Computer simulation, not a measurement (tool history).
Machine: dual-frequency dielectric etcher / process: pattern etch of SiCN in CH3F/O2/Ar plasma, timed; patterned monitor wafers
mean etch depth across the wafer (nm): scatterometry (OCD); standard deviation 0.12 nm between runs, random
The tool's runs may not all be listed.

| run | hour | source power (W) | bias power (W) | etch time (s) | mean etch depth across the wafer (nm) |
|---|---|---|---|---|---|
| 1 | 0 | 350 | 76 | 84.5 | 30.104 |
| 2 | 4.7 | 320 | 70 | 84.5 | 28.236 |
| 3 | 9.9 | 320 | 70 | 88.5 | 29.423 |
| 4 | 16.5 | 320 | 60 | 88.5 | 27.072 |
| 5 | 18.5 | 360 | 60 | 88.5 | 28.599 |
| 6 | 20.4 | 330 | 58 | 88.5 | 26.85 |
| 7 | 26.9 | 310 | 57 | 88.5 | 26.213 |
| 8 | 33.7 | 290 | 56 | 88.5 | 25.41 |
| 9 | 36.2 | 270 | 55 | 88.5 | 24.521 |

Run 10, settings as shown, results not yet in. Your forecast:
| 10 | 40.3 | 260 | 55 | 88.5 | ? |

mean etch depth across the wafer (nm): 24.142
